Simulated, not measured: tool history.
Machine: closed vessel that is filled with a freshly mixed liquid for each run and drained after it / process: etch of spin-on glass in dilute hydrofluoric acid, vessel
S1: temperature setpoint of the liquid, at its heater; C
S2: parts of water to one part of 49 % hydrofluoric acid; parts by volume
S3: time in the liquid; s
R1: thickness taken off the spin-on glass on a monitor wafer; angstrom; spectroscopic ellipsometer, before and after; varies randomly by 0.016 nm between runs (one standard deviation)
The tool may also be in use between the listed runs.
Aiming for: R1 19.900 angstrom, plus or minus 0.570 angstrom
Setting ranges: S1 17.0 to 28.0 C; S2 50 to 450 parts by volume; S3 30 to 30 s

| run | hour | S1 | S2 | S3 | R1 |
|---|---|---|---|---|---|
| 1 | 0.0 | 20.0 | 250 | 30 | 29.176 |
| 2 | 5.1 | 20.0 | 175 | 30 | 44.684 |
| 3 | 12.0 | 19.0 | 210 | 30 | 34.105 |
| 4 | 20.9 | 21.5 | 210 | 30 | 37.571 |
| 5 | 21.6 | 21.5 | 210 | 30 | 37.579 |
| 6 | 30.3 | 21.5 | 155 | 30 | 53.987 |
| 7 | 36.1 | 20.5 | 195 | 30 | 39.892 |
| 8 | 41.5 | 19.5 | 225 | 30 | 32.531 |

Exercise: of the 5 proposed moves below, exactly one satisfies all targets within the stated allowed misses. Which move is it?
| A | 46.9 | 20.0 | 335 | 30 | ? |
| B | 46.9 | 21.0 | 120 | 30 | ? |
| C | 46.9 | 22.0 | 165 | 30 | ? |
| D | 46.9 | 20.5 | 170 | 30 | ? |
| E | 46.9 | 22.5 | 130 | 30 | ? |

| move | R1 |
|---|---|
| A | 19.896 |
| B | 70.150 |
| C | 50.718 |
| D | 46.187 |
| E | 68.052 |
A: hits every target within its allowed miss
B: further off than the last run
C: further off than the last run
D: further off than the last run
E: further off than the last run
Answer: A
